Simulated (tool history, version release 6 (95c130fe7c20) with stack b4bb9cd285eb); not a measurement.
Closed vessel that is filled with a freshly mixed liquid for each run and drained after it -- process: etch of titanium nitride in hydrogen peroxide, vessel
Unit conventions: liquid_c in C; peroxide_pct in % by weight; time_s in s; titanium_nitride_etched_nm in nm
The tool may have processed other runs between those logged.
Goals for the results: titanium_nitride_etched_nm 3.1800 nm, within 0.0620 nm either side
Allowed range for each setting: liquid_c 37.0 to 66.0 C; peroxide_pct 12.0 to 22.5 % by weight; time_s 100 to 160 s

| run | hour | liquid_c | peroxide_pct | time_s | titanium_nitride_etched_nm |
|---|---|---|---|---|---|
| 1 | 0.0 | 53.0 | 15.5 | 160 | 4.9763 |
| 2 | 6.5 | 56.5 | 15.5 | 160 | 6.3947 |
| 3 | 10.7 | 54.0 | 15.5 | 160 | 5.3490 |
| 4 | 12.3 | 54.0 | 15.5 | 160 | 5.3648 |
| 5 | 15.5 | 51.0 | 15.5 | 160 | 4.3062 |
| 6 | 17.0 | 50.0 | 15.5 | 160 | 4.0049 |
| 7 | 23.8 | 49.0 | 15.5 | 160 | 3.7147 |
| 8 | 27.6 | 48.5 | 15.5 | 160 | 3.5880 |
| 9 | 31.1 | 48.0 | 15.5 | 160 | 3.4604 |
| 10 | 33.3 | 46.5 | 15.5 | 160 | 3.0872 |

Which of these 4 next moves meets every target?
| A | 35.5 | 47.5 | 12.5 | 160 | ? |
| B | 35.5 | 48.0 | 13.0 | 160 | ? |
| C | 35.5 | 48.0 | 15.0 | 155 | ? |
| D | 35.5 | 47.5 | 14.5 | 160 | ? |

| move | titanium_nitride_etched_nm |
|---|---|
| A | 3.2175 |
| B | 3.3649 |
| C | 3.3591 |
| D | 3.3190 |
A: all results land within tolerance of their targets
B: moves the result that the last run missed by most past its target, out the other side
C: moves the result that the last run missed by most past its target, out the other side
D: moves the result that the last run missed by most past its target, out the other side
The move that meets every target is A.

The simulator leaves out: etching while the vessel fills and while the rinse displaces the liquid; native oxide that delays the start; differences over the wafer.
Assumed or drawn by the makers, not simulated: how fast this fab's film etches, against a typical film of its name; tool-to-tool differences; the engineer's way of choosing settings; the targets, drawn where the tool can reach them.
